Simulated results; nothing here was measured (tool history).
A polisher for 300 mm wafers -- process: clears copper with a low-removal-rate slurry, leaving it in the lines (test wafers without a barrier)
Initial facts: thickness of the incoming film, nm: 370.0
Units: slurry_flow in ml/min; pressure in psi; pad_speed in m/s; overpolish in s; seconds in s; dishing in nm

run  hour  slurry_flow  pressure  pad_speed  slurry_solids  overpolish  seconds  dishing
  1   0.0          295       4.1       0.92           1.00          22   90.836   39.669
  2   1.6          295       3.7       0.98           1.00          18   94.259   35.878
  3   9.0          305       3.6       0.94           1.05          15   95.725   30.755
  4  15.0          255       3.6       0.94           1.05          15   97.220   31.038
  5  22.7          255       3.6       0.86           1.05          15  104.660   28.544
  6  28.2          235       3.7       0.80           1.20          13  113.040   25.307
  7  29.4          220       4.1       0.76           1.30          11  103.200   24.782
  8  32.1          205       4.2       0.72           1.35          10  108.870   21.499
  9  39.6          195       4.4       0.72           1.40           9  104.150   20.372

What does the tool deliver on the next run?
 10  40.8          190       4.7       0.72           1.45           7        ?        ?

For run 10 the tool returned seconds 101.460 s, dishing 17.899 nm.
